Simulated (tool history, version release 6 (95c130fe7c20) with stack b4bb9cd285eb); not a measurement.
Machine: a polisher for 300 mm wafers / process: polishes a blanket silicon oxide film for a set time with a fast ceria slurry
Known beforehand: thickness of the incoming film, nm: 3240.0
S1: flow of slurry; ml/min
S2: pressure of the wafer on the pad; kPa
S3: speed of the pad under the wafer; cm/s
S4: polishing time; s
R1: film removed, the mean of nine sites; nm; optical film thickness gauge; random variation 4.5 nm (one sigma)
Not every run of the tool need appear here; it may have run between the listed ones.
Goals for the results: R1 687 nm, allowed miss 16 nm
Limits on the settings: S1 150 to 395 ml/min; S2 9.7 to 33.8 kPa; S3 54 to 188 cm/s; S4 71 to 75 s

{"run": 1, "hour": 0.0, "S1": 250, "S2": 21.4, "S3": 120, "S4": 71, "R1": 1399.7}
{"run": 2, "hour": 3.4, "S1": 250, "S2": 21.4, "S3": 120, "S4": 71, "R1": 1384.8}
{"run": 3, "hour": 8.5, "S1": 250, "S2": 18.6, "S3": 120, "S4": 71, "R1": 1225.4}
{"run": 4, "hour": 12.7, "S1": 250, "S2": 15.9, "S3": 120, "S4": 71, "R1": 1047.1}
{"run": 5, "hour": 19.8, "S1": 250, "S2": 15.9, "S3": 120, "S4": 71, "R1": 1045.6}
{"run": 6, "hour": 20.7, "S1": 245, "S2": 15.2, "S3": 118, "S4": 71, "R1": 986.66}
{"run": 7, "hour": 28.3, "S1": 245, "S2": 15.2, "S3": 118, "S4": 71, "R1": 988.05}
{"run": 8, "hour": 30.3, "S1": 245, "S2": 15.2, "S3": 118, "S4": 71, "R1": 987.5}
{"run": 9, "hour": 34.0, "S1": 220, "S2": 9.7, "S3": 104, "S4": 71, "R1": 557.84}
{"run": 10, "hour": 42.0, "S1": 235, "S2": 9.7, "S3": 104, "S4": 71, "R1": 575.02}
{"run": 11, "hour": 46.6, "S1": 250, "S2": 9.7, "S3": 104, "S4": 71, "R1": 572.61}
{"run": 12, "hour": 48.7, "S1": 255, "S2": 10.3, "S3": 104, "S4": 71, "R1": 614.19}
{"run": 13, "hour": 55.8, "S1": 265, "S2": 10.3, "S3": 104, "S4": 71, "R1": 612.88}
{"run": 14, "hour": 56.5, "S1": 275, "S2": 10.3, "S3": 104, "S4": 71, "R1": 619.02}
{"run": 15, "hour": 58.0, "S1": 285, "S2": 10.3, "S3": 104, "S4": 71, "R1": 613.15}
{"run": 16, "hour": 59.6, "S1": 295, "S2": 11, "S3": 104, "S4": 71, "R1": 657.48}
{"run": 17, "hour": 60.3, "S1": 300, "S2": 11, "S3": 104, "S4": 71, "R1": 658.53}

Consider the 5 candidate settings below. Which is the only one whose results all fall within their allowed miss of target?
{"run": "A", "hour": 61.0, "S1": 230, "S2": 13.8, "S3": 88, "S4": 72, "R1": "?"}
{"run": "B", "hour": 61.0, "S1": 310, "S2": 12.4, "S3": 104, "S4": 71, "R1": "?"}
{"run": "C", "hour": 61.0, "S1": 320, "S2": 10.3, "S3": 106, "S4": 73, "R1": "?"}
{"run": "D", "hour": 61.0, "S1": 315, "S2": 11, "S3": 114, "S4": 73, "R1": "?"}
{"run": "E", "hour": 61.0, "S1": 355, "S2": 10.3, "S3": 104, "S4": 71, "R1": "?"}

move=A R1=685.2
move=B R1=738.65
move=C R1=652.87
move=D R1=743.41
move=E R1=628.5
A: each result inside its tolerance
B: takes the result that was furthest off past its target
C: its largest miss is bigger than the last run's
D: takes the result that was furthest off past its target
E: its largest miss is bigger than the last run's
A meets every target.

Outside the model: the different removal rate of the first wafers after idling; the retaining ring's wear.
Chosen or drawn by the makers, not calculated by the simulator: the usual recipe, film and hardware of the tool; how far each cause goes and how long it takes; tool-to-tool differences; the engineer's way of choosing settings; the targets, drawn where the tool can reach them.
